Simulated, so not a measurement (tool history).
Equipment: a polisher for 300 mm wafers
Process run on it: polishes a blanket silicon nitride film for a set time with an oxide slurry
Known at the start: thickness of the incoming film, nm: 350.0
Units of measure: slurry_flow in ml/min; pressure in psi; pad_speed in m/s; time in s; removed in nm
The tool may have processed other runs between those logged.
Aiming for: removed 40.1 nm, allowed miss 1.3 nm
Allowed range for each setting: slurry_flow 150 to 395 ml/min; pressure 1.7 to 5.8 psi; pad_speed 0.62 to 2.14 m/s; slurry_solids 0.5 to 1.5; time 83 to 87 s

Run 1, hour 0: slurry_flow 250 ml/min, pressure 3.7 psi, pad_speed 1.38 m/s, slurry_solids 1, time 83 s. Result: removed 61.563 nm.
Run 2, hour 2: slurry_flow 250 ml/min, pressure 3.7 psi, pad_speed 1.38 m/s, slurry_solids 1.1, time 83 s. Result: removed 64.019 nm.
Run 3, hour 10.2: slurry_flow 250 ml/min, pressure 3.7 psi, pad_speed 1.38 m/s, slurry_solids 1.25, time 83 s. Result: removed 68.639 nm.
Run 4, hour 15.3: slurry_flow 250 ml/min, pressure 3.7 psi, pad_speed 1.38 m/s, slurry_solids 1.25, time 83 s. Result: removed 68.607 nm.
Run 5, hour 17.8: slurry_flow 250 ml/min, pressure 3.7 psi, pad_speed 1.38 m/s, slurry_solids 1.45, time 83 s. Result: removed 71.573 nm.
Run 6, hour 20.4: slurry_flow 300 ml/min, pressure 3.7 psi, pad_speed 1.38 m/s, slurry_solids 1.45, time 83 s. Result: removed 72.91 nm.
Run 7, hour 25.7: slurry_flow 300 ml/min, pressure 3.4 psi, pad_speed 1.36 m/s, slurry_solids 1.45, time 83 s. Result: removed 69.296 nm.
Run 8, hour 27.4: slurry_flow 295 ml/min, pressure 3.1 psi, pad_speed 1.3 m/s, slurry_solids 1.45, time 83 s. Result: removed 62.387 nm.
Run 9, hour 30.3: slurry_flow 295 ml/min, pressure 3.1 psi, pad_speed 1.3 m/s, slurry_solids 1.45, time 83 s. Result: removed 63.704 nm.
Run 10, hour 37.8: slurry_flow 295 ml/min, pressure 2.9 psi, pad_speed 1.24 m/s, slurry_solids 1.45, time 83 s. Result: removed 57.357 nm.
Run 11, hour 44.7: slurry_flow 290 ml/min, pressure 2.7 psi, pad_speed 1.22 m/s, slurry_solids 1.45, time 83 s. Result: removed 52.973 nm.

Which single option among these 4 for the next run brings every result within its allowed miss of target? Just one does.
Run A, hour 51.6: slurry_flow 250 ml/min, pressure 1.9 psi, pad_speed 1.12 m/s, slurry_solids 1.45, time 84 s. Result: removed ?.
Run B, hour 51.6: slurry_flow 305 ml/min, pressure 2.7 psi, pad_speed 1 m/s, slurry_solids 1.4, time 83 s. Result: removed ?.
Run C, hour 51.6: slurry_flow 350 ml/min, pressure 2.1 psi, pad_speed 0.92 m/s, slurry_solids 1.15, time 83 s. Result: removed ?.
Run D, hour 51.6: slurry_flow 370 ml/min, pressure 2 psi, pad_speed 1.24 m/s, slurry_solids 1.3, time 83 s. Result: removed ?.

move  removed
   A   39.623
   B   44.853
   C    33.18
   D   43.437
A: in spec on every target
B: nearer the targets than the last run, but a result is still out of spec
C: pushes the last run's worst result past its target
D: nearer the targets than the last run, but a result is still out of spec
Answer: A

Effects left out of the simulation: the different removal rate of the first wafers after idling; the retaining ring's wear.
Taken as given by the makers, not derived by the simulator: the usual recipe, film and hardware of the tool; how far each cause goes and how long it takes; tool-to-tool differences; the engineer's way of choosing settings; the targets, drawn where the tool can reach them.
